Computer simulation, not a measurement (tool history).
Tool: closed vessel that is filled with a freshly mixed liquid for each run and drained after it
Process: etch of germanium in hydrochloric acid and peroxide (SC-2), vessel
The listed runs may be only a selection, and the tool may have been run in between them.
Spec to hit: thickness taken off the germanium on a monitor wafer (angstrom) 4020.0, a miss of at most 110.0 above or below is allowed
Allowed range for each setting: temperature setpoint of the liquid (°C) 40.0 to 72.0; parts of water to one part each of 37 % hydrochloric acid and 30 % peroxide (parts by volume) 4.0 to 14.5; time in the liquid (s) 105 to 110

run  hour  temperature setpoint of the liquid (°C)  parts of water to one part each of 37 % hydrochloric acid and 30 % peroxide (parts by volume)  time in the liquid (s)  thickness taken off the germanium on a monitor wafer (angstrom)
  1   0.0                                     56.0                                                                                            8.0                     105                                                           3210.9
  2   3.2                                     56.0                                                                                           10.0                     105                                                           3099.3
  3   9.0                                     56.0                                                                                           10.0                     105                                                           3139.5
  4  11.7                                     58.0                                                                                           10.0                     105                                                           3349.0
  5  16.7                                     58.0                                                                                            8.0                     105                                                           3402.5
  6  21.6                                     58.0                                                                                            8.0                     105                                                           3381.3
  7  24.3                                     59.5                                                                                            8.0                     105                                                           3548.0
  8  30.0                                     60.5                                                                                            8.0                     105                                                           3670.2
  9  38.7                                     61.5                                                                                            8.0                     105                                                           3777.7
 10  43.3                                     62.0                                                                                            8.0                     105                                                           3843.8
 11  51.2                                     62.5                                                                                            8.0                     105                                                           3847.7

Exercise: of the 5 proposed moves below, exactly one satisfies all targets within the stated allowed misses. Which move is it?
  A  59.1                                     60.5                                                                                            8.5                     105                                                                ?
  B  59.1                                     61.0                                                                                           10.5                     110                                                                ?
  C  59.1                                     60.5                                                                                            8.0                     105                                                                ?
  D  59.1                                     61.5                                                                                            5.5                     110                                                                ?
  E  59.1                                     59.0                                                                                            4.0                     110                                                                ?

move  thickness taken off the germanium on a monitor wafer (angstrom)
   A                                                           3647.8
   B                                                           3795.2
   C                                                           3666.5
   D                                                           4047.6
   E                                                           3786.4
A: its largest miss is bigger than the last run's
B: its largest miss is bigger than the last run's
C: its largest miss is bigger than the last run's
D: all results in spec
E: its largest miss is bigger than the last run's
The right move is D.
